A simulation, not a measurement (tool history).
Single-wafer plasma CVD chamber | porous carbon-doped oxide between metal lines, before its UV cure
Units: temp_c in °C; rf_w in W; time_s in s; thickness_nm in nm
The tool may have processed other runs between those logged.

run 1 day=0 | temp_c=285 rf_w=525 time_s=18.9 | thickness_nm=119.34
run 2 day=0.146 | temp_c=285 rf_w=525 time_s=18 | thickness_nm=114.14
run 3 day=0.25 | temp_c=280 rf_w=525 time_s=18 | thickness_nm=117.11
run 4 day=0.308 | temp_c=290 rf_w=525 time_s=18 | thickness_nm=111.14
run 5 day=0.467 | temp_c=284 rf_w=530 time_s=18 | thickness_nm=115.41
run 6 day=0.617 | temp_c=284 rf_w=595 time_s=18 | thickness_nm=125.09
run 7 day=0.688 | temp_c=283 rf_w=595 time_s=18 | thickness_nm=126.35

Run 8, settings as shown, results not yet in. Your forecast:
run 8 day=0.912 | temp_c=282 rf_w=595 time_s=18 | thickness_nm=?

thickness_nm: 127.51 nm

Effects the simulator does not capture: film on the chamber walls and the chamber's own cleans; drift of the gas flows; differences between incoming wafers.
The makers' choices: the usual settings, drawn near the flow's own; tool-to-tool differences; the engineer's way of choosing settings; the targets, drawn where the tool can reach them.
